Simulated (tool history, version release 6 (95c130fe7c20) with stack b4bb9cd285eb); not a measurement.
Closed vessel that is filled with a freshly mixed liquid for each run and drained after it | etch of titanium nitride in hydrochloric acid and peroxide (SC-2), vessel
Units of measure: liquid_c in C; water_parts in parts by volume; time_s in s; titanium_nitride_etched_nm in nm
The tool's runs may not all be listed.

run,hour,liquid_c,water_parts,time_s,titanium_nitride_etched_nm
1,0,48,5.5,65,3.2627
2,7.7,46,5.5,65,2.8693
3,11.7,44,5.5,65,2.464
4,15,43,5.5,65,2.279
5,20.9,48.5,5.5,65,3.3486
6,29.6,48.5,5.5,50,2.5497

Predict the results of run 7:
7,36.7,47,5.5,50,?

{"run 7": {"titanium_nitride_etched_nm": 2.3232}}

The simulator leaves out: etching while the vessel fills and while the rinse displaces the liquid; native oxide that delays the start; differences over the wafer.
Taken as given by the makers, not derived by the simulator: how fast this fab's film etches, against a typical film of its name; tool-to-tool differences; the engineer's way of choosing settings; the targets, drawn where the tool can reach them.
